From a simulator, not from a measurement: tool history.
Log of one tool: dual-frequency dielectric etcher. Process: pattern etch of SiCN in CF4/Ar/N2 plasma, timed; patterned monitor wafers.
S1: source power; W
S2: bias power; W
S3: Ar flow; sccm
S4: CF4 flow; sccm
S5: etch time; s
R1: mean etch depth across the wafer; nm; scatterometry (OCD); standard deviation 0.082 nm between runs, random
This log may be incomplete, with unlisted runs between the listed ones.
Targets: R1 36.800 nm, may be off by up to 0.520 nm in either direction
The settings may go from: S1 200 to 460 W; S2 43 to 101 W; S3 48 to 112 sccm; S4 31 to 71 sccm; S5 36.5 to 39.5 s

run  hour   S1  S2  S3  S4    S5      R1
  1   0.0  330  72  80  51  39.5  28.042
  2   8.6  330  72  74  51  39.5  28.413
  3  16.4  330  72  74  51  39.5  28.468
  4  20.4  330  72  74  47  39.5  28.065
  5  28.7  330  72  74  43  39.5  27.627
  6  35.1  390  72  74  43  39.5  32.942
  7  42.5  410  72  74  43  39.5  34.636
  8  44.8  420  72  74  43  39.5  35.494
  9  52.7  430  72  74  43  39.5  36.350

Consider the 4 candidate settings below. Which is the only one whose results all fall within their allowed miss of target?
  A  60.6  450  71   80  40  38.5   ?
  B  60.6  430  67   71  42  39.5   ?
  C  60.6  460  68   78  33  39.5   ?
  D  60.6  460  77  103  44  38.5   ?

move      R1
   A  35.627
   B  35.227
   C  35.492
   D  36.567
A: its largest miss is bigger than the last run's
B: its largest miss is bigger than the last run's
C: its largest miss is bigger than the last run's
D: all results land within tolerance of their targets
D meets every target.
